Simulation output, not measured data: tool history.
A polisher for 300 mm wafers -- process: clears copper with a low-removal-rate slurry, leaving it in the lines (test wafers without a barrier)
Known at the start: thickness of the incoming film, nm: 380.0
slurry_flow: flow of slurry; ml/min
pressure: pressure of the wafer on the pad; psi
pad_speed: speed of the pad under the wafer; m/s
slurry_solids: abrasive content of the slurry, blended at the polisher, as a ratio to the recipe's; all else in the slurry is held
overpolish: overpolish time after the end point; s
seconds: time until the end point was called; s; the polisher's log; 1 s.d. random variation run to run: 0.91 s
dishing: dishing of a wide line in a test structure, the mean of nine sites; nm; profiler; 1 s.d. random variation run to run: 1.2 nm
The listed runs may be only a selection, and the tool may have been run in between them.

run  hour  slurry_flow  pressure  pad_speed  slurry_solids  overpolish  seconds  dishing
  1   0.0          170       4.1       0.84           1.00          13   95.453   40.735
  2   2.7          170       4.3       0.84           1.00          13   87.150   44.033
  3  10.4          170       5.0       0.84           1.00          13   78.685   48.901
  4  18.4          170       5.0       0.84           1.20          13   75.409   50.820
  5  20.4          170       5.0       0.84           1.05          13   76.552   48.533
  6  21.1          140       5.0       0.84           1.05          13   80.576   47.860

What does the tool deliver on the next run?
  7  25.2          170       6.1       0.92           1.05          14        ?        ?

{"run 7": {"seconds": 59.922, "dishing": 65.139}}

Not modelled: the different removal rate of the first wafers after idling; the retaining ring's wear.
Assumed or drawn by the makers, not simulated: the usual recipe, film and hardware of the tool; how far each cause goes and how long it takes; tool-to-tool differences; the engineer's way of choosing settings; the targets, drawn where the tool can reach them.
